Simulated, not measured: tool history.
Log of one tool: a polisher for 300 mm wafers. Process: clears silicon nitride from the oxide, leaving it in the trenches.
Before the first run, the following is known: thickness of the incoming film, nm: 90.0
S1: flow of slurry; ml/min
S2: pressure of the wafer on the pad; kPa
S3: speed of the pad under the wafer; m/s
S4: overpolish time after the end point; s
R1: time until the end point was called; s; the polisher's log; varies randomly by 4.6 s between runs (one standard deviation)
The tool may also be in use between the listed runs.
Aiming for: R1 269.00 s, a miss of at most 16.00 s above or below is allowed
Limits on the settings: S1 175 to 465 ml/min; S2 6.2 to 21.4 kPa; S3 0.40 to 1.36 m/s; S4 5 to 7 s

run 1 hour=0.0 | S1=295 S2=13.8 S3=0.88 S4=7 | R1=168.30
run 2 hour=7.8 | S1=295 S2=12.4 S3=0.86 S4=7 | R1=192.38
run 3 hour=13.7 | S1=295 S2=11.0 S3=0.86 S4=7 | R1=210.92
run 4 hour=21.3 | S1=295 S2=11.0 S3=0.86 S4=7 | R1=215.00
run 5 hour=29.1 | S1=295 S2=11.0 S3=0.86 S4=7 | R1=216.66
run 6 hour=36.1 | S1=295 S2=13.1 S3=0.86 S4=7 | R1=184.65
run 7 hour=42.1 | S1=295 S2=11.7 S3=0.84 S4=7 | R1=201.18
run 8 hour=44.0 | S1=295 S2=10.3 S3=0.82 S4=7 | R1=235.04

Which one of the following 5 next-run settings gets every result inside its allowed miss? There is exactly one.
run A hour=45.9 | S1=330 S2=11.7 S3=0.78 S4=7 | R1=?
run B hour=45.9 | S1=285 S2=10.3 S3=0.72 S4=7 | R1=?
run C hour=45.9 | S1=315 S2=11.7 S3=0.96 S4=7 | R1=?
run D hour=45.9 | S1=285 S2=10.3 S3=0.84 S4=7 | R1=?
run E hour=45.9 | S1=255 S2=11.0 S3=0.94 S4=7 | R1=?

move=A R1=224.22
move=B R1=269.21
move=C R1=195.64
move=D R1=243.57
move=E R1=214.03
A: lands further from the targets than the last run did
B: all results in spec
C: lands further from the targets than the last run did
D: closes in on the targets versus the last run, not all within tolerance yet
E: lands further from the targets than the last run did
Answer: B

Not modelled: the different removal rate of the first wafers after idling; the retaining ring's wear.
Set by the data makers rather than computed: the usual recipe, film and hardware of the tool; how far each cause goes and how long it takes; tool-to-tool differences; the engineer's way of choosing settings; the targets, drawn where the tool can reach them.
